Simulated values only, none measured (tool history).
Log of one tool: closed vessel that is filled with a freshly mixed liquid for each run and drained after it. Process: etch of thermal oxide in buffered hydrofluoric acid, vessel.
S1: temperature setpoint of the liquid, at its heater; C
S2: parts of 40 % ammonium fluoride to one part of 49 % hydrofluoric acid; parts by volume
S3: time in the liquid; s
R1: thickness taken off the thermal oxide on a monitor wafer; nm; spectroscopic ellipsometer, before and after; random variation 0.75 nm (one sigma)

run  hour    S1    S2   S3      R1
  1   0.0  24.0  23.0  105  60.417
  2   8.8  26.5  23.0  105  69.351
  3  12.7  27.0  21.5  105  73.354
  4  16.9  27.5  20.0  105  79.194
  5  23.1  27.5  22.5  105  73.875
  6  26.0  27.5  22.5  115  80.939
  7  30.1  28.0  21.0  115  87.302

Run 8 comes next. What will it give?
  8  37.7  28.5  20.0  115   ?

R1: 91.746 nm
